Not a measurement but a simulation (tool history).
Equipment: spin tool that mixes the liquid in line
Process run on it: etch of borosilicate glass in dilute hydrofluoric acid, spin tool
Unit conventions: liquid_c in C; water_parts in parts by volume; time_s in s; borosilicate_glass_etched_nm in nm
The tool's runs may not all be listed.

run    day  liquid_c  water_parts  time_s  borosilicate_glass_etched_nm
  1  0.000      25.0          115     265                        45.965
  2  0.312      27.5          110     265                        53.420
  3  0.467      25.0          110     265                        48.868
  4  0.646      27.5          105     265                        56.289
  5  0.708      27.5          105     285                        60.465
  6  0.750      24.5          105     285                        53.131
  7  1.000      26.5          105     285                        58.413
  8  1.208      28.0          105     285                        61.852

Run 9 is up next; what results do you expect?
  9  1.383      28.0          105     285                             ?

borosilicate_glass_etched_nm: 61.633 nm
